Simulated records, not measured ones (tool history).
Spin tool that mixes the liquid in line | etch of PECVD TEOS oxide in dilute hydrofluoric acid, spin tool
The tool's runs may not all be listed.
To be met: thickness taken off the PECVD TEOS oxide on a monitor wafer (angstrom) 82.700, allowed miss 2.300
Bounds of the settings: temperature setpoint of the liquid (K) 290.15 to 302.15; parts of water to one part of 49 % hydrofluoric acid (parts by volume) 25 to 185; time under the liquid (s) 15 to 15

| run | hour | temperature setpoint of the liquid (K) | parts of water to one part of 49 % hydrofluoric acid (parts by volume) | time under the liquid (s) | thickness taken off the PECVD TEOS oxide on a monitor wafer (angstrom) |
|---|---|---|---|---|---|
| 1 | 0.0 | 294.15 | 105 | 15 | 25.080 |
| 2 | 8.7 | 296.15 | 85 | 15 | 34.700 |
| 3 | 14.3 | 296.15 | 100 | 15 | 28.897 |
| 4 | 15.2 | 297.65 | 85 | 15 | 36.896 |
| 5 | 24.2 | 294.65 | 85 | 15 | 32.718 |
| 6 | 29.2 | 296.15 | 70 | 15 | 42.841 |
| 7 | 38.0 | 297.65 | 60 | 15 | 54.234 |
| 8 | 43.7 | 298.65 | 55 | 15 | 62.234 |
| 9 | 44.5 | 302.15 | 45 | 15 | 87.622 |

4 next moves are on the table. One of them brings every result within its allowed miss. Which?
| A | 45.3 | 301.65 | 40 | 15 | ? |
| B | 45.3 | 299.15 | 40 | 15 | ? |
| C | 45.3 | 297.65 | 40 | 15 | ? |
| D | 45.3 | 300.15 | 40 | 15 | ? |

| move | thickness taken off the PECVD TEOS oxide on a monitor wafer (angstrom) |
|---|---|
| A | 97.174 |
| B | 87.824 |
| C | 82.574 |
| D | 91.472 |
A: further off than the last run
B: as far off as the last run
C: meets every target
D: further off than the last run
Move C is the one to make.
